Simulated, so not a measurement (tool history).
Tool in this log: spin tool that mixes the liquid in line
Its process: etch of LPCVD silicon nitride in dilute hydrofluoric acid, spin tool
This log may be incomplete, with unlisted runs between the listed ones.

run	hour	temperature setpoint of the liquid (K)	parts of water to one part of 49 % hydrofluoric acid (parts by volume)	time under the liquid (s)	thickness taken off the LPCVD silicon nitride on a monitor wafer (angstrom)
1	0.0	297.15	115	50	2.3848
2	7.2	297.15	95	50	2.8357
3	14.9	296.15	115	45	2.0435
4	18.2	295.15	125	40	1.5403
5	21.4	295.15	125	30	1.0902
6	23.3	294.65	125	30	1.1909
7	31.2	294.15	125	30	1.0143

Run 8 comes next. What will it give?
8	33.4	293.65	125	30	?

thickness taken off the LPCVD silicon nitride on a monitor wafer (angstrom): 1.0383
